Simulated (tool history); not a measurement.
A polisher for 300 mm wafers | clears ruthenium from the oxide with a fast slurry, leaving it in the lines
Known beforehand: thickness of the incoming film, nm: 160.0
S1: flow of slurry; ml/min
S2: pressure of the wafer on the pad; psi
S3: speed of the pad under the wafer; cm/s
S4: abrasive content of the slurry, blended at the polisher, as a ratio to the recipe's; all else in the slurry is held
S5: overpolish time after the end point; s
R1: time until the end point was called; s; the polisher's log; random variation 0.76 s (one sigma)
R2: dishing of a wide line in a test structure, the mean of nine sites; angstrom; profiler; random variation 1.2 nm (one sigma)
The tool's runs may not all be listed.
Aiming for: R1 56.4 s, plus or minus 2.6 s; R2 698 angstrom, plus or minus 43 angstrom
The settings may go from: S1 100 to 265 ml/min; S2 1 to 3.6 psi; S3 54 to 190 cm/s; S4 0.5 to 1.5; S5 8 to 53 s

run,hour,S1,S2,S3,S4,S5,R1,R2
1,0,170,2.3,122,1,27,30.438,902.9
2,8.7,200,2.3,122,1,27,28.562,904.35
3,17.5,200,2.3,132,1,27,27.079,982.2
4,24.3,230,2.3,132,1,27,26.81,975
5,32.2,230,1.9,126,1,29,33.195,918.54
6,33.2,230,1.9,126,1.2,29,30.19,925.32
7,35.8,230,1.6,118,1.2,30,38.446,799.75
8,37,225,1.4,116,1.2,31,44.539,757.4
9,45.8,210,1.3,116,1.2,32,48.271,739.17
10,50.8,200,1.3,116,1.2,32,47.613,731.18
11,52.5,195,1.2,116,1.2,33,52.165,710.76
12,55,190,1.2,116,1.2,33,51.682,713.76
13,58.3,190,1.2,116,1.2,33,51.575,720.33
14,63.8,185,1.2,116,1.2,33,50.76,717.54

Exercise: of the 5 proposed moves below, exactly one satisfies all targets within the stated allowed misses. Which move is it?
A,69.3,155,1.3,120,1.05,26,?,?
B,69.3,210,1.6,90,1.3,24,?,?
C,69.3,195,1.3,106,1,34,?,?
D,69.3,125,1.3,132,1.35,27,?,?
E,69.3,175,1.1,114,1.2,29,?,?

move,R1,R2
A,50.814,606.19
B,49.515,580.54
C,56.143,690.93
D,44.488,692.06
E,57.592,598.52
A: no nearer and no further than the last run
B: the biggest miss grows against the last run
C: in spec on every target
D: the biggest miss grows against the last run
E: brings the last run's worst result on target, with another outside its allowed miss
Move C is the one to make.

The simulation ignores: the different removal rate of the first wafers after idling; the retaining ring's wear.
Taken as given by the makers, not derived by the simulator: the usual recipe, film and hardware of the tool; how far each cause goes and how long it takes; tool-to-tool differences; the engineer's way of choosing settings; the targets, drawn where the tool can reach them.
